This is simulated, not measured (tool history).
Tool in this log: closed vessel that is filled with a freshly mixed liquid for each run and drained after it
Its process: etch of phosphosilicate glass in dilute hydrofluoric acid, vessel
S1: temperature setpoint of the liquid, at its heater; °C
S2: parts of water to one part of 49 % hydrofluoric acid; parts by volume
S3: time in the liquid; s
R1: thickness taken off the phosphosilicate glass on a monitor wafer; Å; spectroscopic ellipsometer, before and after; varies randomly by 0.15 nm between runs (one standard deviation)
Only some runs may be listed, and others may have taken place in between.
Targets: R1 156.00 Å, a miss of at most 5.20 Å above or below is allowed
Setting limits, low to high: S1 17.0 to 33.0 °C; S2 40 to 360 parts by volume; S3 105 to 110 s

{"run": 1, "day": 0.0, "S1": 25.0, "S2": 200, "S3": 105, "R1": 269.02}
{"run": 2, "day": 0.058, "S1": 25.0, "S2": 240, "S3": 105, "R1": 216.8}
{"run": 3, "day": 0.225, "S1": 23.0, "S2": 245, "S3": 105, "R1": 195.49}
{"run": 4, "day": 0.371, "S1": 21.5, "S2": 245, "S3": 105, "R1": 182.54}
{"run": 5, "day": 0.496, "S1": 23.0, "S2": 245, "S3": 105, "R1": 194.29}
{"run": 6, "day": 0.617, "S1": 21.0, "S2": 245, "S3": 105, "R1": 183.01}
{"run": 7, "day": 0.796, "S1": 20.0, "S2": 245, "S3": 105, "R1": 172.35}
{"run": 8, "day": 0.842, "S1": 19.5, "S2": 245, "S3": 105, "R1": 172.28}
{"run": 9, "day": 1.054, "S1": 19.0, "S2": 245, "S3": 105, "R1": 169.35}
{"run": 10, "day": 1.388, "S1": 18.5, "S2": 245, "S3": 105, "R1": 166.77}
{"run": 11, "day": 1.608, "S1": 18.0, "S2": 245, "S3": 105, "R1": 163.91}

Pick the move, out of 5, that brings all results within their allowed miss; only one does.
{"run": "A", "day": 1.829, "S1": 19.5, "S2": 255, "S3": 110, "R1": "?"}
{"run": "B", "day": 1.829, "S1": 17.0, "S2": 230, "S3": 105, "R1": "?"}
{"run": "C", "day": 1.829, "S1": 21.0, "S2": 270, "S3": 110, "R1": "?"}
{"run": "D", "day": 1.829, "S1": 17.5, "S2": 260, "S3": 110, "R1": "?"}
{"run": "E", "day": 1.829, "S1": 18.5, "S2": 250, "S3": 110, "R1": "?"}

move=A R1=170.53
move=B R1=167.68
move=C R1=167.93
move=D R1=154.31
move=E R1=168.23
A: moves away from the targets compared with the last run
B: moves away from the targets compared with the last run
C: moves away from the targets compared with the last run
D: hits every target within its allowed miss
E: moves away from the targets compared with the last run
Answer: D
